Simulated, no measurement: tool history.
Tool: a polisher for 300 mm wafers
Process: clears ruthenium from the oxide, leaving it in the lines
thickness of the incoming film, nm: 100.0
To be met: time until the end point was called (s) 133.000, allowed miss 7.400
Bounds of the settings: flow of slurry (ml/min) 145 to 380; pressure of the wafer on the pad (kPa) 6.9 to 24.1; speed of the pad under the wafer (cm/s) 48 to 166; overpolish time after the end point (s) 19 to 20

run  hour  flow of slurry (ml/min)  pressure of the wafer on the pad (kPa)  speed of the pad under the wafer (cm/s)  overpolish time after the end point (s)  time until the end point was called (s)
  1   0.0                      245                                    15.2                                      106                                       19                                   71.392
  2   2.7                      245                                    15.2                                      106                                       20                                   73.345
  3   4.3                      245                                    13.8                                      104                                       20                                   79.088
  4  12.1                      245                                    13.1                                      102                                       20                                   84.698
  5  14.4                      245                                    13.1                                      114                                       20                                   76.324
  6  17.4                      245                                    12.4                                      112                                       20                                   78.114
  7  22.8                      245                                    11.7                                      108                                       20                                   87.220
  8  29.1                      245                                    11.0                                      106                                       20                                   92.958
  9  33.0                      245                                    10.3                                      104                                       20                                  101.450
 10  40.5                      245                                     9.7                                      104                                       20                                  103.880
 11  44.6                      245                                     9.0                                      102                                       20                                  110.070
 12  52.9                      245                                     9.0                                      102                                       20                                  110.470

5 next moves are on the table. One of them brings every result within its allowed miss. Which?
  A  61.2                      220                                     8.3                                       90                                       20                                        ?
  B  61.2                      290                                     9.0                                      118                                       19                                        ?
  C  61.2                      230                                    11.0                                      120                                       19                                        ?
  D  61.2                      270                                     9.7                                      126                                       20                                        ?
  E  61.2                      260                                     9.7                                       92                                       19                                        ?

move  time until the end point was called (s)
   A                                  134.540
   B                                   95.007
   C                                   82.940
   D                                   85.327
   E                                  116.250
A: meets every target
B: further off than the last run
C: further off than the last run
D: further off than the last run
E: nearer than the last run, and not there yet
The right move is A.
